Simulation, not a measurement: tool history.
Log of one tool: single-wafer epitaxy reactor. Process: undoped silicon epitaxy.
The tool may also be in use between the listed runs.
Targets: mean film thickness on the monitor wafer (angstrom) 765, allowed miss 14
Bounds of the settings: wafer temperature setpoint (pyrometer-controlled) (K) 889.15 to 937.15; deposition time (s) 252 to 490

run	day	wafer temperature setpoint (pyrometer-controlled) (K)	deposition time (s)	mean film thickness on the monitor wafer (angstrom)
1	0	913.15	371	503.29
2	0.188	917.15	371	545.57
3	0.225	920.15	371	585.24
4	0.533	920.15	341	532.18
5	0.875	920.15	289	456.12
6	1.042	924.15	289	494.56
7	1.375	927.15	300	545.44
8	1.554	929.15	309	583.11
9	1.729	931.15	316	621.66
10	2.088	932.15	322	653.86

Which of these 4 next moves meets every target?
A	2.446	935.15	327	?
B	2.446	937.15	345	?
C	2.446	934.15	329	?
D	2.446	926.15	314	?

move	mean film thickness on the monitor wafer (angstrom)
A	698.57
B	767.64
C	688.65
D	557.39
A: nearer than the last run, and not there yet
B: meets every target
C: nearer than the last run, and not there yet
D: further off than the last run
Move B is the one to make.
